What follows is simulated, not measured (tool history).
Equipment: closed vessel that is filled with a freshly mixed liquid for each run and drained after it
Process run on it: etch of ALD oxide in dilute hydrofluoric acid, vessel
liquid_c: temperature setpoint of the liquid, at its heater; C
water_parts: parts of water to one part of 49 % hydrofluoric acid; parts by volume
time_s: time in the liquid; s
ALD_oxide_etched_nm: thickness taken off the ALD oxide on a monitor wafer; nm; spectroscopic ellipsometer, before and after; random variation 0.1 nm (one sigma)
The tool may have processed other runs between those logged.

run  hour  liquid_c  water_parts  time_s  ALD_oxide_etched_nm
  1     0        24          175     435               38.035
  2   7.2        24          175     470               41.074
  3  11.1        23          175     470               39.481
  4  15.1        23          175     470                39.22
  5  21.1      22.5          180     470               37.258
  6    24        25          180     470               41.155

Estimate the outcome of run 7 from the log above:
  7  28.5        24          185     470                    ?

{"run 7": {"ALD_oxide_etched_nm": 38.586}}
